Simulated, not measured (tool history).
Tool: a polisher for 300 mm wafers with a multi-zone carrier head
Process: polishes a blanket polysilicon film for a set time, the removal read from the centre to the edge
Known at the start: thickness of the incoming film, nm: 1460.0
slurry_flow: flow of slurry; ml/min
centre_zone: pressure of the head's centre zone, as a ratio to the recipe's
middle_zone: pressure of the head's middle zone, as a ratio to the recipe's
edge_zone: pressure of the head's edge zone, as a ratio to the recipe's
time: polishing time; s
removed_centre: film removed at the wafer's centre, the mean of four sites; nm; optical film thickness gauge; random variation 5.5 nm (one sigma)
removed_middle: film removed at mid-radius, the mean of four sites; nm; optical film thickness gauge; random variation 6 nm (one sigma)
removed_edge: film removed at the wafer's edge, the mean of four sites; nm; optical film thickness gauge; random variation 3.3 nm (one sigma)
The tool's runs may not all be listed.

run  hour  slurry_flow  centre_zone  middle_zone  edge_zone  time  removed_centre  removed_middle  removed_edge
  1     0          305            1            1          1    54          273.22          290.86        288.05
  2   4.2          310         1.02         1.04       1.02    59          310.48          323.55        316.58
  3   7.9          310         1.02         1.04       1.02    47          243.88          252.94         251.1
  4    10          315         1.02         1.06       1.02    54          288.78          296.61        289.95
  5  14.4          315            1         1.08       1.01    59          309.36          330.94        315.55
  6  23.2          315         0.99          1.1       1.01    63          318.52          353.48        333.48
  7  27.8          315         0.99         1.11       1.01    67          339.04          382.36        362.82
  8  33.8          320            1         1.13          1    69          355.48          397.75        363.49
  9  38.2          325            1         1.14       1.01    71          361.93          418.01        381.98
 10  44.4          330         1.02         1.15       1.02    72          382.71          421.67        384.56

Run 11 comes next. What will it give?
 11  44.9          330         1.02         1.16       1.02    73               ?               ?             ?

{"run 11": {"removed_centre": 387.8, "removed_middle": 432.33, "removed_edge": 388.34}}

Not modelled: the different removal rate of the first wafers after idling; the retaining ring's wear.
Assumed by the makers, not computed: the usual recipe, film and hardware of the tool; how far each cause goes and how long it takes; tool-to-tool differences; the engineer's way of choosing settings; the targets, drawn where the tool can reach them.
